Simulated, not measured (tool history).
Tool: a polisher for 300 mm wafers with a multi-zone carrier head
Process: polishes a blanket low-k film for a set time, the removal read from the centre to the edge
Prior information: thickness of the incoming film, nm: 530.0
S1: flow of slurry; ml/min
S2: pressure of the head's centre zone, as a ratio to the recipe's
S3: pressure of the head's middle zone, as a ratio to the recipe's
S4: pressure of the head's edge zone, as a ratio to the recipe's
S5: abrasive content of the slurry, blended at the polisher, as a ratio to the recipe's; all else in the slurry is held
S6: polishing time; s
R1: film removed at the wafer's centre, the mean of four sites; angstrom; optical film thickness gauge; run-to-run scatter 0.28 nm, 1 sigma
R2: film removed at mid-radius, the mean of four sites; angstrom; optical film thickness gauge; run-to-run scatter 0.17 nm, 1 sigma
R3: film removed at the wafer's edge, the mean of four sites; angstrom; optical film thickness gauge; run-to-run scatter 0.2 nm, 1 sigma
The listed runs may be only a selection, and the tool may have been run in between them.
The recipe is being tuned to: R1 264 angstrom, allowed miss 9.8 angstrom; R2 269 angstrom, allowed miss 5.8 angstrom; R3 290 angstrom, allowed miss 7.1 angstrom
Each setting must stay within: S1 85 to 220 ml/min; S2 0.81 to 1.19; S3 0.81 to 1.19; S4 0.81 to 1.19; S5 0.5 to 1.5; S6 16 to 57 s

Run 1, hour 0: S1 140 ml/min, S2 1, S3 1, S4 1, S5 1, S6 36 s. Result: R1 152.32 angstrom, R2 148.69 angstrom, R3 159.93 angstrom.
Run 2, hour 5.8: S1 140 ml/min, S2 1, S3 1.05, S4 1, S5 1, S6 36 s. Result: R1 151.77 angstrom, R2 154.89 angstrom, R3 160.14 angstrom.
Run 3, hour 11.7: S1 140 ml/min, S2 1, S3 1.05, S4 1, S5 1, S6 32 s. Result: R1 133.2 angstrom, R2 137.28 angstrom, R3 141.03 angstrom.
Run 4, hour 16: S1 155 ml/min, S2 1, S3 1.06, S4 1.05, S5 1.15, S6 35 s. Result: R1 162.96 angstrom, R2 166.76 angstrom, R3 175.21 angstrom.
Run 5, hour 20: S1 165 ml/min, S2 1.01, S3 1.08, S4 1.09, S5 1.25, S6 37 s. Result: R1 186.62 angstrom, R2 190.88 angstrom, R3 201.41 angstrom.
Run 6, hour 22.5: S1 165 ml/min, S2 1.01, S3 1.01, S4 1.09, S5 1.25, S6 37 s. Result: R1 186.33 angstrom, R2 180.06 angstrom, R3 200.23 angstrom.
Run 7, hour 26.9: S1 175 ml/min, S2 1.01, S3 1.04, S4 1.11, S5 1.3, S6 39 s. Result: R1 201.56 angstrom, R2 202.79 angstrom, R3 219.41 angstrom.
Run 8, hour 27.9: S1 175 ml/min, S2 1.02, S3 1.05, S4 1.13, S5 1.35, S6 40 s. Result: R1 213.93 angstrom, R2 211.75 angstrom, R3 229.99 angstrom.
Run 9, hour 35: S1 185 ml/min, S2 1.02, S3 1.06, S4 1.14, S5 1.4, S6 41 s. Result: R1 223.92 angstrom, R2 224.61 angstrom, R3 241.64 angstrom.
At hour 40.3: slurry nozzle cleaned.
Run 10, hour 40.3: S1 185 ml/min, S2 1.02, S3 1.07, S4 1.15, S5 1.45, S6 42 s. Result: R1 245.65 angstrom, R2 245.74 angstrom, R3 260.5 angstrom.
Run 11, hour 49.1: S1 185 ml/min, S2 1.01, S3 1.07, S4 1.16, S5 1.45, S6 43 s. Result: R1 251.41 angstrom, R2 251.66 angstrom, R3 269.37 angstrom.
Run 12, hour 50.6: S1 185 ml/min, S2 1, S3 1.07, S4 1.17, S5 1.45, S6 43 s. Result: R1 247.71 angstrom, R2 253.81 angstrom, R3 266.39 angstrom.
Run 13, hour 57.5: S1 190 ml/min, S2 0.99, S3 1.06, S4 1.18, S5 1.45, S6 44 s. Result: R1 254.92 angstrom, R2 256.68 angstrom, R3 280.41 angstrom.
Run 14, hour 59.7: S1 195 ml/min, S2 0.99, S3 1.06, S4 1.18, S5 1.45, S6 44 s. Result: R1 254.89 angstrom, R2 261.59 angstrom, R3 276.5 angstrom.
Run 15, hour 63.4: S1 190 ml/min, S2 0.99, S3 1.06, S4 1.18, S5 1.45, S6 44 s. Result: R1 255.05 angstrom, R2 257.35 angstrom, R3 279.12 angstrom.

Of the 4 settings listed for the next run, only one would bring every result within its allowed miss of target. Which one?
Run A, hour 67.1: S1 205 ml/min, S2 1.04, S3 1.16, S4 1.12, S5 1.5, S6 41 s. Result: R1 ?, R2 ?, R3 ?.
Run B, hour 67.1: S1 185 ml/min, S2 0.92, S3 1.07, S4 1.16, S5 1.5, S6 47 s. Result: R1 ?, R2 ?, R3 ?.
Run C, hour 67.1: S1 175 ml/min, S2 0.96, S3 1.01, S4 1.09, S5 1.4, S6 49 s. Result: R1 ?, R2 ?, R3 ?.
Run D, hour 67.1: S1 175 ml/min, S2 1, S3 1.19, S4 1.16, S5 1.25, S6 47 s. Result: R1 ?, R2 ?, R3 ?.

move      R1      R2      R3
   A  256.25  265.99   260.2
   B   254.9  283.51  300.41
   C  266.59  273.25  292.91
   D  253.19  279.29  274.78
A: gets the furthest-off result to its target, but another result is out of tolerance
B: carries the result that was furthest off beyond its target, to the other side
C: in spec on every target
D: carries the result that was furthest off beyond its target, to the other side
C is the move that brings every result within its allowed miss.

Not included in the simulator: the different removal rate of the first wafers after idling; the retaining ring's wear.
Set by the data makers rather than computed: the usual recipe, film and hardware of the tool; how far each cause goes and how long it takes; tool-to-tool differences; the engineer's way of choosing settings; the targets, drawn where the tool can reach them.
